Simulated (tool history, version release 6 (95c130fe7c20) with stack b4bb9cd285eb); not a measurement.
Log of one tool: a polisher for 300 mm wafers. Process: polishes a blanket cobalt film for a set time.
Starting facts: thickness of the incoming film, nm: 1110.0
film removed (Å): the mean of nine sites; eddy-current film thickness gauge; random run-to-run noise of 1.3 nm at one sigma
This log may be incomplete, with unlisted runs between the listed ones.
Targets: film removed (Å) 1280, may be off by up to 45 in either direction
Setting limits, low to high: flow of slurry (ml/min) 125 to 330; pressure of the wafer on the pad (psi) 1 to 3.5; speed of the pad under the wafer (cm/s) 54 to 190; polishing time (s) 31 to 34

| run | hour | flow of slurry (ml/min) | pressure of the wafer on the pad (psi) | speed of the pad under the wafer (cm/s) | polishing time (s) | film removed (Å) |
|---|---|---|---|---|---|---|
| 1 | 0 | 210 | 2.2 | 122 | 34 | 2392.7 |
| 2 | 7 | 210 | 1.9 | 120 | 34 | 2068.9 |
| 3 | 15.3 | 210 | 1.9 | 106 | 34 | 1870.8 |
| 4 | 20.7 | 210 | 1.7 | 106 | 34 | 1710.1 |
| 5 | 27.6 | 210 | 1.7 | 118 | 34 | 1880.7 |
| 6 | 34.8 | 210 | 1.7 | 118 | 34 | 1854.2 |
| 7 | 35.5 | 210 | 1.7 | 118 | 34 | 1854.1 |
| 8 | 40.3 | 210 | 1.5 | 116 | 34 | 1636.9 |
| 9 | 44.7 | 210 | 1.4 | 116 | 34 | 1561.5 |
| 10 | 50.9 | 210 | 1.3 | 116 | 34 | 1450 |
| 11 | 54.7 | 210 | 1.2 | 116 | 34 | 1366.2 |
| 12 | 60.4 | 210 | 1.2 | 116 | 34 | 1332.9 |
| 13 | 68.9 | 205 | 1.2 | 116 | 34 | 1388.6 |
| 14 | 77.6 | 205 | 1.2 | 116 | 34 | 1356 |

Exercise: of the 5 proposed moves below, exactly one satisfies all targets within the stated allowed misses. Which move is it?
| A | 86.3 | 165 | 1.3 | 122 | 32 | ? |
| B | 86.3 | 220 | 1.4 | 98 | 34 | ? |
| C | 86.3 | 250 | 1.8 | 74 | 34 | ? |
| D | 86.3 | 230 | 1.2 | 118 | 31 | ? |
| E | 86.3 | 165 | 1.5 | 112 | 31 | ? |

| move | film removed (Å) |
|---|---|
| A | 1386.3 |
| B | 1345 |
| C | 1356.2 |
| D | 1259.6 |
| E | 1413.4 |
A: lands further from the targets than the last run did
B: better than the last run, though not everything is in spec
C: neither nearer nor further off than the last run
D: hits every target within its allowed miss
E: lands further from the targets than the last run did
D is the move that brings every result within its allowed miss.
